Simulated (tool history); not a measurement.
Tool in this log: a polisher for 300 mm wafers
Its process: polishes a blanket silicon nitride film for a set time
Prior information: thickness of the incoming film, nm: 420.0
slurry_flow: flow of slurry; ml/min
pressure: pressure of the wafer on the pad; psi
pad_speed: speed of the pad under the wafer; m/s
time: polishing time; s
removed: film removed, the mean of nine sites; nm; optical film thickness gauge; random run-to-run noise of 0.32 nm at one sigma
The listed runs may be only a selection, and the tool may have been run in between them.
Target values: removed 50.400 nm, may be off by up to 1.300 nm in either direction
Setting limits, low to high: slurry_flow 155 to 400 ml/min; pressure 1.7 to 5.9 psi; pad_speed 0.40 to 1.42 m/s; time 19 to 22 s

run  hour  slurry_flow  pressure  pad_speed  time  removed
  1   0.0          255       3.8       0.90    22   38.063
  2   2.4          285       3.8       0.90    22   38.666
  3   2.9          285       2.9       0.90    22   31.970
  4   9.4          295       3.3       0.90    22   35.253
  5  12.3          295       3.3       1.08    22   40.656
  6  18.3          305       3.5       1.08    22   42.548
  7  21.6          310       3.7       1.08    22   44.051
  8  30.3          310       3.8       1.08    22   45.140
  9  32.7          310       3.9       1.08    22   45.703
 10  39.2          310       4.0       1.08    22   47.049
 11  46.0          310       4.0       1.08    22   47.100
 12  46.7          310       4.1       1.08    22   47.875

Which single option among these 5 for the next run brings every result within its allowed miss of target? Just one does.
  A  47.4          360       4.0       1.16    22        ?
  B  47.4          220       3.3       1.28    22        ?
  C  47.4          315       4.8       1.06    22        ?
  D  47.4          355       4.6       1.06    20        ?
  E  47.4          345       3.8       1.26    20        ?

move  removed
   A   50.148
   B   45.359
   C   52.843
   D   46.957
   E   46.804
A: every result within its allowed miss
B: misses by more than the last run did
C: takes the biggest miss from the last run beyond its target
D: misses by more than the last run did
E: misses by more than the last run did
The move that meets every target is A.
